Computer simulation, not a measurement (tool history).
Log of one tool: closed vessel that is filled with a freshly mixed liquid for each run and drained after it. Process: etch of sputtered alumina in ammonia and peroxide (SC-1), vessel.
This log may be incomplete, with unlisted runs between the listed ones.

| run | day | temperature setpoint of the liquid (K) | parts of 29 % ammonia solution to one part of 30 % peroxide (parts by volume) | time in the liquid (s) | thickness taken off the sputtered alumina on a monitor wafer (angstrom) |
|---|---|---|---|---|---|
| 1 | 0.000 | 333.15 | 0.45 | 95 | 150.97 |
| 2 | 0.296 | 333.15 | 0.55 | 95 | 151.79 |
| 3 | 0.508 | 333.15 | 0.50 | 95 | 151.11 |
| 4 | 0.767 | 330.15 | 0.50 | 95 | 128.82 |
| 5 | 1.067 | 330.15 | 0.40 | 95 | 125.73 |
| 6 | 1.150 | 328.15 | 0.40 | 95 | 113.09 |

For run 7, what comes out?
| 7 | 1.492 | 326.65 | 0.40 | 95 | ? |

{"run 7": {"thickness taken off the sputtered alumina on a monitor wafer (angstrom)": 105.14}}
